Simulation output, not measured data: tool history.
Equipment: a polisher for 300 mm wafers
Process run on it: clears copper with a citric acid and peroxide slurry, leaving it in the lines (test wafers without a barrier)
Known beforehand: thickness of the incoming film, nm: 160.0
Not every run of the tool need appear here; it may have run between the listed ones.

| run | hour | flow of slurry (ml/min) | pressure of the wafer on the pad (psi) | speed of the pad under the wafer (m/s) | abrasive content of the slurry | overpolish time after the end point (s) | time until the end point was called (s) | dishing of a wide line in a test structure (nm) |
|---|---|---|---|---|---|---|---|---|
| 1 | 0.0 | 310 | 2.5 | 1.02 | 1.00 | 12 | 113.290 | 15.395 |
| 2 | 7.7 | 310 | 2.5 | 1.02 | 1.15 | 12 | 106.690 | 15.780 |
| 3 | 12.4 | 310 | 2.5 | 1.04 | 1.20 | 11 | 102.150 | 15.268 |
| 4 | 20.6 | 310 | 2.5 | 1.04 | 1.25 | 10 | 100.140 | 14.449 |
| 5 | 28.0 | 310 | 2.5 | 0.82 | 1.25 | 10 | 128.070 | 11.205 |
|  | 36.6 | slurry nozzle cleaned |
| 6 | 36.6 | 325 | 2.7 | 0.78 | 1.30 | 9 | 120.770 | 11.606 |
| 7 | 37.7 | 300 | 2.5 | 0.92 | 1.35 | 8 | 110.550 | 10.841 |

What will run 8 give?
| 8 | 43.2 | 280 | 2.4 | 1.02 | 1.40 | 7 | ? | ? |

{"run 8": {"time until the end point was called (s)": 98.834, "dishing of a wide line in a test structure (nm)": 10.509}}
